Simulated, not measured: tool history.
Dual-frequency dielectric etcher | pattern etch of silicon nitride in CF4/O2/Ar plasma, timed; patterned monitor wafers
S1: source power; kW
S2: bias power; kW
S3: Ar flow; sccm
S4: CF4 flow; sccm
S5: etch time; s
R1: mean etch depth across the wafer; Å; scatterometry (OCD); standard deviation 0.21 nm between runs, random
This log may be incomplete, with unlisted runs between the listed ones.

| run | hour | S1 | S2 | S3 | S4 | S5 | R1 |
|---|---|---|---|---|---|---|---|
| 1 | 0 | 0.61 | 0.043 | 127 | 90 | 19.5 | 389.47 |
| 2 | 3.1 | 0.61 | 0.043 | 127 | 81 | 19.5 | 379.09 |
| 3 | 9.4 | 0.61 | 0.037 | 127 | 81 | 19.5 | 355.36 |
| 4 | 17.4 | 0.52 | 0.037 | 127 | 81 | 19.5 | 302.4 |
| 5 | 23.6 | 0.52 | 0.037 | 127 | 91 | 19.5 | 309.78 |
| 6 | 28.8 | 0.52 | 0.031 | 127 | 91 | 19.5 | 284.07 |

Expected results for the next run?
| 7 | 32.3 | 0.54 | 0.031 | 127 | 91 | 19.5 | ? |

{"run 7": {"R1": 296.19}}

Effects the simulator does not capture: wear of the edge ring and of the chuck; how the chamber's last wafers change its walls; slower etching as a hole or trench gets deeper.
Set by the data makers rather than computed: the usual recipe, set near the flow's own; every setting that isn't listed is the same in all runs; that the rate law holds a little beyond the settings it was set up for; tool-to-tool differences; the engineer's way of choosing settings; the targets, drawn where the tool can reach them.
